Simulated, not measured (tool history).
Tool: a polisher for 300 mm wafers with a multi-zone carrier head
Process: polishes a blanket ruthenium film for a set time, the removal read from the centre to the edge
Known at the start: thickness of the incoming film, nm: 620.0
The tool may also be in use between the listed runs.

| run | hour | flow of slurry (ml/min) | pressure of the head's centre zone | pressure of the head's middle zone | pressure of the head's edge zone | polishing time (s) | film removed at the wafer's centre (nm) | film removed at mid-radius (nm) | film removed at the wafer's edge (nm) |
|---|---|---|---|---|---|---|---|---|---|
| 1 | 0 | 175 | 1 | 1 | 1 | 46 | 69.719 | 68.7 | 68.154 |
| 2 | 2.7 | 200 | 1 | 1 | 1 | 46 | 70.854 | 71.405 | 70.062 |
| 3 | 10.1 | 215 | 0.98 | 0.98 | 1.06 | 48 | 72.533 | 72.943 | 74.877 |
| 4 | 12.4 | 230 | 0.98 | 0.98 | 1.06 | 48 | 73.402 | 72.592 | 76.472 |
| 5 | 13.8 | 200 | 0.98 | 0.98 | 1.06 | 48 | 70.792 | 71.681 | 74.148 |
| 6 | 17.8 | 200 | 0.98 | 0.98 | 1 | 48 | 71.317 | 72.881 | 72.501 |
| 7 | 26.6 | 210 | 0.96 | 0.97 | 1.06 | 51 | 75.157 | 75.093 | 77.678 |

Forecast run 8:
| 8 | 35.5 | 230 | 0.93 | 0.96 | 1.1 | 53 | ? | ? | ? |

film removed at the wafer's centre (nm): 78.044
film removed at mid-radius (nm): 80.276
film removed at the wafer's edge (nm): 85.173
